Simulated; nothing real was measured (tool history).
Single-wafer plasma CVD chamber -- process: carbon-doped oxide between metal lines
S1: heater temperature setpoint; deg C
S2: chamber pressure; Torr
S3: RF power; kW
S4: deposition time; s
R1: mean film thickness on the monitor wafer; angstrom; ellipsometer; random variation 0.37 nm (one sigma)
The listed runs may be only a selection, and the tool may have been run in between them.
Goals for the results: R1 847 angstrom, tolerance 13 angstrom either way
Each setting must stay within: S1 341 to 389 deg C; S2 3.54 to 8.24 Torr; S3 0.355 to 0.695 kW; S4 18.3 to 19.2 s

run    day   S1    S2     S3    S4      R1
  1      0  365  5.89  0.525  19.2  943.94
  2  0.108  366  5.72   0.52  19.2  922.98
  3  0.317  371  5.72   0.52  19.2  920.04
  4  0.433  371  5.72   0.52  18.3     882
  5  0.704  372  5.64   0.52  18.3  863.17
  6  0.788  372  5.63   0.52  18.3  872.67
  7  1.004  373  5.59   0.52  18.3  866.11
  8  1.329  373  5.59   0.52  18.3  873.13
  9  1.625  374  5.53   0.52  18.3  866.52
 10  1.829  375  5.49   0.52  18.3  869.36

Pick the move, out of 5, that brings all results within their allowed miss; only one does.
  A  2.033  366  5.25  0.505    19   ?
  B  2.033  380  5.42   0.54  18.5   ?
  C  2.033  384  5.54  0.515  19.2   ?
  D  2.033  378  5.79  0.515  18.7   ?
  E  2.033  371  6.45  0.445  19.2   ?

move      R1
   A     880
   B  875.84
   C   879.5
   D  873.42
   E  838.31
A: its largest miss is bigger than the last run's
B: its largest miss is bigger than the last run's
C: its largest miss is bigger than the last run's
D: its largest miss is bigger than the last run's
E: each result inside its tolerance
Go with E: it meets all targets.

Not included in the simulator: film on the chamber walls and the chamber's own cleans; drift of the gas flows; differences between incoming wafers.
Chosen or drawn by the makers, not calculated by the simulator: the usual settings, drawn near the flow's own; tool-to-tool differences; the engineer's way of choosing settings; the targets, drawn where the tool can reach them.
